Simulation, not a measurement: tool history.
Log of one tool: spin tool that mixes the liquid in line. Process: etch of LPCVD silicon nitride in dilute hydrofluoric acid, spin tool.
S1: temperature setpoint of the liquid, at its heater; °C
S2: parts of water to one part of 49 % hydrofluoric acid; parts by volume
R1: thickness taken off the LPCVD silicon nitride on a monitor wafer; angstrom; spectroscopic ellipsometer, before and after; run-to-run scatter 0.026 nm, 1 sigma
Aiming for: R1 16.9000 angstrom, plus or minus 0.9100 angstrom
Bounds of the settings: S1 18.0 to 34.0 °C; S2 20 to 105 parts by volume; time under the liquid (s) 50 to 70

{"run": 1, "day": 0.0, "S1": 26.0, "S2": 55, "time under the liquid (s)": 70, "R1": 8.3866}
{"run": 2, "day": 0.221, "S1": 28.0, "S2": 55, "time under the liquid (s)": 70, "R1": 9.693}
{"run": 3, "day": 0.467, "S1": 28.0, "S2": 35, "time under the liquid (s)": 70, "R1": 14.967}
{"run": 4, "day": 0.583, "S1": 28.5, "S2": 35, "time under the liquid (s)": 70, "R1": 15.663}
{"run": 5, "day": 0.929, "S1": 29.0, "S2": 35, "time under the liquid (s)": 70, "R1": 15.837}
{"run": 6, "day": 1.075, "S1": 29.0, "S2": 45, "time under the liquid (s)": 70, "R1": 12.475}
{"run": 7, "day": 1.325, "S1": 30.0, "S2": 45, "time under the liquid (s)": 70, "R1": 13.047}
{"run": 8, "day": 1.667, "S1": 30.0, "S2": 45, "time under the liquid (s)": 70, "R1": 13.175}
{"run": 9, "day": 1.95, "S1": 31.0, "S2": 45, "time under the liquid (s)": 70, "R1": 14.242}
{"run": 10, "day": 2.271, "S1": 31.5, "S2": 45, "time under the liquid (s)": 70, "R1": 14.591}

5 candidate next runs follow, results not yet known. Just one meets every target within its allowed miss. Identify it.
{"run": "A", "day": 2.592, "S1": 31.0, "S2": 35, "time under the liquid (s)": 70, "R1": "?"}
{"run": "B", "day": 2.592, "S1": 29.5, "S2": 30, "time under the liquid (s)": 70, "R1": "?"}
{"run": "C", "day": 2.592, "S1": 33.5, "S2": 45, "time under the liquid (s)": 70, "R1": "?"}
{"run": "D", "day": 2.592, "S1": 31.5, "S2": 35, "time under the liquid (s)": 70, "R1": "?"}
{"run": "E", "day": 2.592, "S1": 31.0, "S2": 45, "time under the liquid (s)": 70, "R1": "?"}

move=A R1=18.3050
move=B R1=19.3010
move=C R1=16.7580
move=D R1=18.9050
move=E R1=14.2930
A: pushes the last run's worst result past its target
B: pushes the last run's worst result past its target
C: every result within its allowed miss
D: pushes the last run's worst result past its target
E: misses by more than the last run did
Move C is the one to make.

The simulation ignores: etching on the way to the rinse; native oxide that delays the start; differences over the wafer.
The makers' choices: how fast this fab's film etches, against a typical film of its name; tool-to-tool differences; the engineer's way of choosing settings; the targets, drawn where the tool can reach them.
